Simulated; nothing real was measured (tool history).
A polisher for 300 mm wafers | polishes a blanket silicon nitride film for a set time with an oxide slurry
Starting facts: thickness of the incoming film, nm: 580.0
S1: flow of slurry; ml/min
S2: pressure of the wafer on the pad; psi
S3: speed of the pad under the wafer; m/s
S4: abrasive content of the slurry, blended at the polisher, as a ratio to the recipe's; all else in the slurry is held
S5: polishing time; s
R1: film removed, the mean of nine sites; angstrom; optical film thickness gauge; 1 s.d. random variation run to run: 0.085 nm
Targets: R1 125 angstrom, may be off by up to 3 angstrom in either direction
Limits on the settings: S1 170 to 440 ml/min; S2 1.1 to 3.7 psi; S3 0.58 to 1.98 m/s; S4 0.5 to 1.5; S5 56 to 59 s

run,day,S1,S2,S3,S4,S5,R1
1,0,280,2.4,1.28,1,56,319.09
2,0.142,210,2.4,1.28,1,56,312.1
3,0.25,210,2.1,1.14,1,56,250.95
4,0.421,210,1.9,1.04,1,56,213.14
5,0.612,210,1.7,0.98,1,56,181.84
6,0.692,210,1.7,0.98,1,56,179.87
7,1.017,205,1.1,0.78,1,56,100.45
8,1.233,205,1.2,0.78,1,56,107.59
9,1.492,205,1.3,0.78,1,56,116.4

Which of these 5 next moves meets every target?
A,1.75,200,1.5,0.58,1.05,56,?
B,1.75,190,1.4,0.76,0.95,59,?
C,1.75,215,1.2,0.78,1.05,56,?
D,1.75,205,1.3,0.72,1,56,?
E,1.75,180,1.2,0.82,0.9,57,?

move,R1
A,109.31
B,125.02
C,112.82
D,110.28
E,106.31
A: misses by more than the last run did
B: every result within its allowed miss
C: misses by more than the last run did
D: misses by more than the last run did
E: misses by more than the last run did
Move B is the one to make.

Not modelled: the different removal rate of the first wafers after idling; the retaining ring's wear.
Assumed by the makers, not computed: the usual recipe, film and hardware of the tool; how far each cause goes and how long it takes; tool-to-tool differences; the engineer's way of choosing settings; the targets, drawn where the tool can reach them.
